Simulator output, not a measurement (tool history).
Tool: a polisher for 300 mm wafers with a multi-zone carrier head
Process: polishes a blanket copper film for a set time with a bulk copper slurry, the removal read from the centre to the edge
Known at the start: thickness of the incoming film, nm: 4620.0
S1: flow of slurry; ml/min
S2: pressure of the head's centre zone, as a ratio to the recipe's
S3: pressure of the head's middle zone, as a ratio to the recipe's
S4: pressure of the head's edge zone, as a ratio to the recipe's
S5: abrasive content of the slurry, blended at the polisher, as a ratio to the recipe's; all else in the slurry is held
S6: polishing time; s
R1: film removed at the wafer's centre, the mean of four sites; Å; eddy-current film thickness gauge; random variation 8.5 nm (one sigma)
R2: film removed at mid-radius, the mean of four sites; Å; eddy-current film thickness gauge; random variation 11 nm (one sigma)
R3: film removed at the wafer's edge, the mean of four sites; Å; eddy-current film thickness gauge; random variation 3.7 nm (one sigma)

run	hour	S1	S2	S3	S4	S5	S6	R1	R2	R3
1	0	155	1	1	1	1	63	5214.2	5320.5	5154.2
2	8	165	1.02	1.04	1.02	1.05	63	5555.2	5452.9	5338.8
3	15.8	165	1.02	1.04	1.02	1.05	73	6271.7	6381.8	6156.2
4	20.9	170	1.02	1.07	1	1.05	73	6388.2	6470.5	6195.3
5	26.4	170	1.05	1.07	1	1.05	73	6658.5	6697.1	6095.1
6	28.8	170	1.05	1.07	1	1.15	73	6842.9	6907.8	6297.5

The next listed run, before its measurement:
7	31.8	165	1.04	1.09	0.99	1.15	73	?	?	?

Run 7 gave R1 6785.2 Å, R2 6531.6 Å, R3 6236.6 Å.
